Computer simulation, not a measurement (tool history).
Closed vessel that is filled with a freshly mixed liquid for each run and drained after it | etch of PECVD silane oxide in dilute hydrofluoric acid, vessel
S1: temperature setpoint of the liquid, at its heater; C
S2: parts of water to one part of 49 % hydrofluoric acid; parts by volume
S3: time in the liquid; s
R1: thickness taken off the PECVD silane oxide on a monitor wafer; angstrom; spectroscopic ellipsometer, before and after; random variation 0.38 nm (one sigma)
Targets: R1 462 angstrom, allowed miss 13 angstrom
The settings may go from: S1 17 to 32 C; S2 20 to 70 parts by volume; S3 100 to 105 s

run 1 hour=0 | S1=24 S2=40 S3=100 | R1=769.07
run 2 hour=3.4 | S1=24 S2=40 S3=105 | R1=802.87
run 3 hour=8.8 | S1=24 S2=40 S3=100 | R1=774.35
run 4 hour=10.6 | S1=21.5 S2=40 S3=100 | R1=702.18
run 5 hour=11.4 | S1=21 S2=40 S3=100 | R1=679.9
run 6 hour=19.2 | S1=20.5 S2=40 S3=100 | R1=662.04
run 7 hour=28.4 | S1=20 S2=40 S3=100 | R1=646.05
run 8 hour=29.9 | S1=19.5 S2=40 S3=100 | R1=636.74
run 9 hour=35.7 | S1=19 S2=40 S3=100 | R1=622.63
run 10 hour=42.7 | S1=18.5 S2=40 S3=100 | R1=614.25
run 11 hour=44.3 | S1=18 S2=40 S3=100 | R1=601.62
run 12 hour=48.5 | S1=17.5 S2=45 S3=100 | R1=518.2
run 13 hour=50.7 | S1=17 S2=45 S3=100 | R1=499.47

4 next moves are on the table. One of them brings every result within its allowed miss. Which?
run A hour=52.9 | S1=17.5 S2=50 S3=100 | R1=?
run B hour=52.9 | S1=18 S2=45 S3=105 | R1=?
run C hour=52.9 | S1=19 S2=50 S3=100 | R1=?
run D hour=52.9 | S1=18.5 S2=55 S3=100 | R1=?

move=A R1=460.8
move=B R1=552.5
move=C R1=491.54
move=D R1=434.86
A: meets every target
B: further off than the last run
C: nearer than the last run, and not there yet
D: takes the result that was furthest off past its target
Answer: A
